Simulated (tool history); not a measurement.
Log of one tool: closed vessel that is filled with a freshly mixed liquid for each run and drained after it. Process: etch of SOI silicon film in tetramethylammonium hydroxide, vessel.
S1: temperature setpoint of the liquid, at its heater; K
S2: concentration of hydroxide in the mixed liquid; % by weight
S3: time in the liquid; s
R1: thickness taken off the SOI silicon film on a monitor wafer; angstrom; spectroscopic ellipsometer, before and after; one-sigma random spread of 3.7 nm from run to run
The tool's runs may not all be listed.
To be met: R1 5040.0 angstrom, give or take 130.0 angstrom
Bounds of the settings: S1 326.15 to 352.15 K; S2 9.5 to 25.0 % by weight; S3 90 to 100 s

run	hour	S1	S2	S3	R1
1	0.0	339.15	18.5	90	3408.4
2	4.6	339.15	17.0	90	3542.9
3	10.9	339.15	17.0	100	3875.9
4	15.8	339.15	17.0	100	3891.9
5	18.7	339.15	17.0	100	3908.8
6	23.5	333.65	17.0	100	2784.4
7	25.1	340.15	16.5	100	4227.8
8	27.4	341.15	16.5	100	4496.7

Which of these 4 next moves meets every target?
A	29.7	340.65	15.5	95	?
B	29.7	339.15	14.5	100	?
C	29.7	339.15	16.5	95	?
D	29.7	339.65	10.0	100	?

move	R1
A	4199.6
B	4161.1
C	3757.4
D	5001.2
A: its largest miss is bigger than the last run's
B: its largest miss is bigger than the last run's
C: its largest miss is bigger than the last run's
D: in spec on every target
Correct choice: D, which meets every target
